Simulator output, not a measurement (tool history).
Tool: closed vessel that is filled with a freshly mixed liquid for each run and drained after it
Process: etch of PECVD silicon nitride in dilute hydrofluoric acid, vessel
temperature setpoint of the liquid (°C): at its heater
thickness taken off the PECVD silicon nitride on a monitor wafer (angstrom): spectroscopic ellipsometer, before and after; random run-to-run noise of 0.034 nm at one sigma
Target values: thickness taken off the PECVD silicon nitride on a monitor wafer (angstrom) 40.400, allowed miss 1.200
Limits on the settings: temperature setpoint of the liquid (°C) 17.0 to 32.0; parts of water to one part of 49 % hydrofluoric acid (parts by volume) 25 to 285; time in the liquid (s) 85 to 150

run	hour	temperature setpoint of the liquid (°C)	parts of water to one part of 49 % hydrofluoric acid (parts by volume)	time in the liquid (s)	thickness taken off the PECVD silicon nitride on a monitor wafer (angstrom)
1	0.0	24.0	155	150	26.862
2	8.7	24.0	155	85	14.986
3	12.5	24.0	135	85	17.241
4	18.4	24.0	135	85	17.407
5	20.1	25.0	120	95	23.389
6	29.5	22.0	120	95	19.167
7	37.3	23.5	110	95	22.864
8	41.6	25.0	110	95	25.073
9	49.8	26.0	110	95	26.954
10	51.2	27.0	110	95	28.655
11	52.7	27.5	110	95	30.055
12	60.2	28.0	110	95	30.415
13	61.4	28.0	110	95	31.008
14	66.5	28.5	110	95	31.352

4 candidate next runs follow, results not yet known. Just one meets every target within its allowed miss. Identify it.
A	71.6	26.5	110	145	?
B	71.6	29.0	95	85	?
C	71.6	27.0	125	150	?
D	71.6	27.5	115	145	?

move	thickness taken off the PECVD silicon nitride on a monitor wafer (angstrom)
A	42.739
B	34.024
C	40.183
D	43.583
A: moves the result that the last run missed by most past its target, out the other side
B: nearer than the last run, and not there yet
C: all results in spec
D: moves the result that the last run missed by most past its target, out the other side
C meets every target.

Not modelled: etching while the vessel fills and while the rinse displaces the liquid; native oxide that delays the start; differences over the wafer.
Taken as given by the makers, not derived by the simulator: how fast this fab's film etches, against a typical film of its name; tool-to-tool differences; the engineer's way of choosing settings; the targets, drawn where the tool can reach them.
